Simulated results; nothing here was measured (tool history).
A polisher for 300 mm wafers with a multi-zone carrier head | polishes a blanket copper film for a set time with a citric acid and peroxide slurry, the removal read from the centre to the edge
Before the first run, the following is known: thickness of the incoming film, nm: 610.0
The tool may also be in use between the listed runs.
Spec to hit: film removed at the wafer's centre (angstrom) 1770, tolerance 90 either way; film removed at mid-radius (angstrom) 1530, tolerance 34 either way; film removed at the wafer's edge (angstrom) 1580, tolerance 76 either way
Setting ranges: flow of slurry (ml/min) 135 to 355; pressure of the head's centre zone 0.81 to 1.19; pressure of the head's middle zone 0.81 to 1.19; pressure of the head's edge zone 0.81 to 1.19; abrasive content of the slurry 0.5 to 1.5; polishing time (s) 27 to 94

run  hour  flow of slurry (ml/min)  pressure of the head's centre zone  pressure of the head's middle zone  pressure of the head's edge zone  abrasive content of the slurry  polishing time (s)  film removed at the wafer's centre (angstrom)  film removed at mid-radius (angstrom)  film removed at the wafer's edge (angstrom)
  1     0                      225                                   1                                   1                                 1                               1                  60                                         2162.5                                   2125                                       2115.8
  2     1                      220                                   1                                0.98                              0.98                             0.9                  59                                         1994.6                                 1945.6                                       2061.5
  3   4.2                      230                                1.02                                0.99                              0.96                            0.85                  57                                           1987                                 1896.6                                       1842.2
  4  11.2                      230                                1.02                                0.99                              0.92                            0.85                  57                                         1961.2                                 1899.9                                       1907.3
  5  14.4                      230                                0.99                                0.99                              0.92                            0.85                  57                                         1888.2                                 1895.7                                       1890.2
  6  15.3                      230                                0.99                                0.99                              0.92                            0.95                  57                                         2009.9                                 1964.7                                         1960
  7    16                      240                                   1                                0.98                              0.92                             0.9                  56                                         1982.3                                 1895.4                                       1870.2
  8  16.8                      245                                   1                                0.97                              0.92                            0.85                  56                                         1949.7                                   1865                                       1875.1

Consider the 5 candidate settings below. Which is the only one whose results all fall within their allowed miss of target?
  A  17.6                      195                                1.08                                0.94                              0.91                            0.85                  49                                              ?                                      ?                                            ?
  B  17.6                      250                                1.09                                0.89                              0.94                             0.9                  45                                              ?                                      ?                                            ?
  C  17.6                      335                                1.05                                1.19                              0.88                               1                  40                                              ?                                      ?                                            ?
  D  17.6                      275                                1.01                                0.92                              0.98                            1.05                  47                                              ?                                      ?                                            ?
  E  17.6                      340                                1.02                                0.99                              0.93                             0.8                  66                                              ?                                      ?                                            ?

move  film removed at the wafer's centre (angstrom)  film removed at mid-radius (angstrom)  film removed at the wafer's edge (angstrom)
   A                                         1824.6                                 1543.2                                       1562.5
   B                                         1774.7                                 1421.8                                       1508.9
   C                                         1621.8                                 1691.6                                       1381.2
   D                                         1823.2                                 1616.9                                       1691.2
   E                                         2411.6                                 2237.3                                       2160.2
A: hits every target within its allowed miss
B: the result that was furthest off in the last run now lies on the other side of its target
C: nearer the targets than the last run, but a result is still out of spec
D: nearer the targets than the last run, but a result is still out of spec
E: misses by more than the last run did
A meets every target.

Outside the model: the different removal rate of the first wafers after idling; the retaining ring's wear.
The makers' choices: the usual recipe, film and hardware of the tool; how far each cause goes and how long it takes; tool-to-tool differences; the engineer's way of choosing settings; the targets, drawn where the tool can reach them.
